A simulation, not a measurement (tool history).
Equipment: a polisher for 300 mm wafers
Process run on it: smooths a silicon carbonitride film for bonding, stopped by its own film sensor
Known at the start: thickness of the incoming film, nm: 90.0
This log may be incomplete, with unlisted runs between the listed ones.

| run | hour | flow of slurry (ml/min) | pressure of the wafer on the pad (psi) | speed of the pad under the wafer (cm/s) | abrasive content of the slurry | target thickness at which the film sensor stops the polish (nm) | time until the film sensor stopped the polish (s) |
|---|---|---|---|---|---|---|---|
| 1 | 0 | 215 | 1.9 | 102 | 1 | 71 | 77.195 |
| 2 | 7.5 | 215 | 1.9 | 102 | 1 | 70 | 80.198 |
| 3 | 9.2 | 215 | 1.5 | 102 | 1 | 70 | 98.732 |
| 4 | 15 | 215 | 1.5 | 102 | 1.15 | 70 | 94.12 |
| 5 | 20.1 | 190 | 1.5 | 102 | 1.15 | 70 | 93.77 |
| 6 | 26.6 | 190 | 1.5 | 102 | 1.15 | 70 | 93.7 |
| 7 | 27.5 | 190 | 1.4 | 102 | 1.15 | 70 | 97.375 |

Forecast run 8:
|  | 33.4 | worn pad replaced by a new one |
| 8 | 33.4 | 190 | 1.3 | 102 | 1.15 | 70 | ? |

time until the film sensor stopped the polish (s): 95.281
